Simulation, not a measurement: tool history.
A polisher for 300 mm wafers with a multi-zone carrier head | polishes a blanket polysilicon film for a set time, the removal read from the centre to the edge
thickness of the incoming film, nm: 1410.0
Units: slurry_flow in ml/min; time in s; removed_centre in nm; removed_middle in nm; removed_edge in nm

run  hour  slurry_flow  centre_zone  middle_zone  edge_zone  time  removed_centre  removed_middle  removed_edge
  1   0.0          265         1.00         1.00       1.00    41          412.47          419.54        398.08
  2   7.1          265         1.00         1.00       1.00    35          357.73          349.78        344.68
  3  15.4          265         1.00         1.01       0.96    32          324.72          330.64        309.99
  4  19.3          265         0.92         1.01       0.96    32          296.72          331.96        309.89
  5  22.3          265         0.94         0.99       0.93    31          292.99          314.59        296.84
  6  25.9          265         1.02         0.99       0.93    31          321.06          315.69        294.71
  7  33.9          260         1.01         0.97       0.90    30          304.24          294.41        281.92

Forecast run 8:
  8  41.3          235         1.01         0.99       0.81    26               ?               ?             ?

removed_centre: 261.99 nm
removed_middle: 258.75 nm
removed_edge: 231.54 nm
